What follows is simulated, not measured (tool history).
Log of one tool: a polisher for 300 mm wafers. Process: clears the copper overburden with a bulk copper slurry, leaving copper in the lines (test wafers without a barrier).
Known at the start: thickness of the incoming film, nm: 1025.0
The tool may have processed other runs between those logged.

| run | hour | flow of slurry (ml/min) | pressure of the wafer on the pad (psi) | speed of the pad under the wafer (m/s) | abrasive content of the slurry | overpolish time after the end point (s) | time until the end point was called (s) | dishing of a wide line in a test structure (angstrom) |
|---|---|---|---|---|---|---|---|---|
| 1 | 0.0 | 165 | 1.8 | 1.22 | 1.0 | 10 | 159.88 | 480.98 |
| 2 | 4.7 | 165 | 1.7 | 1.22 | 1.0 | 10 | 167.36 | 441.52 |
| 3 | 11.1 | 165 | 1.6 | 1.20 | 1.0 | 11 | 186.94 | 444.92 |
| 4 | 13.5 | 200 | 1.6 | 1.20 | 1.0 | 11 | 177.66 | 456.32 |
| 5 | 15.8 | 200 | 1.5 | 1.20 | 1.0 | 11 | 192.84 | 418.77 |
| 6 | 16.5 | 230 | 1.5 | 1.20 | 1.0 | 11 | 182.77 | 435.79 |

Run 7 has not been measured yet. What should we expect?
| 7 | 22.0 | 225 | 1.4 | 1.20 | 1.0 | 11 | ? | ? |

{"run 7": {"time until the end point was called (s)": 203.12, "dishing of a wide line in a test structure (angstrom)": 416.44}}
